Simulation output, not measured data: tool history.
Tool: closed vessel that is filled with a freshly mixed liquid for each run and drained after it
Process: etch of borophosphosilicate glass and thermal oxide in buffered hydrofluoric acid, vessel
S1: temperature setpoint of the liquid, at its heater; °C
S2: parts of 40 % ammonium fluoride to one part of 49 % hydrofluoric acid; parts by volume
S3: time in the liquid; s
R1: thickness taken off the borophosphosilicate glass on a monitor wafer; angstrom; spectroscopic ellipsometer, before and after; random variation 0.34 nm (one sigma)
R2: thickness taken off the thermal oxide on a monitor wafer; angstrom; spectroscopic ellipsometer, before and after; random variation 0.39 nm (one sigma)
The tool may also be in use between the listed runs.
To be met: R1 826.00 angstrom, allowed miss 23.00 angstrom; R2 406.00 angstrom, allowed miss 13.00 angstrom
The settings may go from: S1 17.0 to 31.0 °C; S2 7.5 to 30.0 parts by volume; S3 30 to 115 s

| run | hour | S1 | S2 | S3 | R1 | R2 |
|---|---|---|---|---|---|---|
| 1 | 0.0 | 23.0 | 20.5 | 60 | 702.36 | 346.16 |
| 2 | 5.1 | 24.0 | 20.5 | 60 | 740.38 | 365.60 |
| 3 | 9.4 | 24.5 | 20.5 | 60 | 767.44 | 369.88 |
| 4 | 15.4 | 24.5 | 20.0 | 60 | 776.12 | 387.09 |
| 5 | 22.9 | 24.5 | 22.0 | 60 | 728.75 | 357.47 |
| 6 | 25.2 | 25.0 | 22.0 | 60 | 750.29 | 367.51 |
| 7 | 27.4 | 25.5 | 22.0 | 60 | 766.64 | 370.66 |
| 8 | 32.3 | 26.0 | 21.5 | 60 | 800.70 | 395.57 |

5 next moves are on the table. One of them brings every result within its allowed miss. Which?
| A | 37.2 | 26.0 | 16.5 | 45 | ? | ? |
| B | 37.2 | 20.5 | 30.0 | 100 | ? | ? |
| C | 37.2 | 27.5 | 18.5 | 50 | ? | ? |
| D | 37.2 | 24.5 | 22.5 | 75 | ? | ? |
| E | 37.2 | 21.0 | 24.5 | 85 | ? | ? |

| move | R1 | R2 |
|---|---|---|
| A | 762.55 | 372.21 |
| B | 784.05 | 382.22 |
| C | 819.72 | 400.56 |
| D | 893.73 | 436.33 |
| E | 788.49 | 384.30 |
A: further off than the last run
B: further off than the last run
C: meets every target
D: takes the result that was furthest off past its target
E: further off than the last run
Move C is the one to make.
